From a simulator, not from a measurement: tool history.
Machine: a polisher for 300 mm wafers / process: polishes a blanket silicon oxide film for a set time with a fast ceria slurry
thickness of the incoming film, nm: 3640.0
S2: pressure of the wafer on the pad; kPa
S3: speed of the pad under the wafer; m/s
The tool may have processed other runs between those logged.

run 1 day=0.000 | flow_of_slurry_(ml/min)=195 S2=21.4 S3=0.92 polishing_time_(s)=106 | film_removed_(Å)=19530
run 2 day=0.054 | flow_of_slurry_(ml/min)=195 S2=26.9 S3=0.92 polishing_time_(s)=106 | film_removed_(Å)=22532
run 3 day=0.117 | flow_of_slurry_(ml/min)=195 S2=26.9 S3=0.92 polishing_time_(s)=106 | film_removed_(Å)=22238
run 4 day=0.462 | flow_of_slurry_(ml/min)=195 S2=24.8 S3=0.88 polishing_time_(s)=106 | film_removed_(Å)=20294
run 5 day=0.483 | flow_of_slurry_(ml/min)=195 S2=24.8 S3=0.88 polishing_time_(s)=111 | film_removed_(Å)=21354
run 6 day=0.817 | flow_of_slurry_(ml/min)=195 S2=24.8 S3=0.72 polishing_time_(s)=111 | film_removed_(Å)=18084
run 7 day=1.096 | flow_of_slurry_(ml/min)=195 S2=22.8 S3=0.70 polishing_time_(s)=111 | film_removed_(Å)=16554
run 8 day=1.358 | flow_of_slurry_(ml/min)=195 S2=21.4 S3=0.68 polishing_time_(s)=111 | film_removed_(Å)=15532
run 9 day=1.496 | flow_of_slurry_(ml/min)=195 S2=20.0 S3=0.66 polishing_time_(s)=111 | film_removed_(Å)=14632
run 10 day=1.638 | flow_of_slurry_(ml/min)=195 S2=18.6 S3=0.64 polishing_time_(s)=111 | film_removed_(Å)=13589
run 11 day=1.750 | flow_of_slurry_(ml/min)=195 S2=17.2 S3=0.64 polishing_time_(s)=111 | film_removed_(Å)=12975
run 12 day=1.933 | flow_of_slurry_(ml/min)=195 S2=16.5 S3=0.64 polishing_time_(s)=111 | film_removed_(Å)=12742

Forecast run 13:
run 13 day=2.275 | flow_of_slurry_(ml/min)=195 S2=15.9 S3=0.64 polishing_time_(s)=111 | film_removed_(Å)=?

{"run 13": {"film removed (Å)": 12621}}

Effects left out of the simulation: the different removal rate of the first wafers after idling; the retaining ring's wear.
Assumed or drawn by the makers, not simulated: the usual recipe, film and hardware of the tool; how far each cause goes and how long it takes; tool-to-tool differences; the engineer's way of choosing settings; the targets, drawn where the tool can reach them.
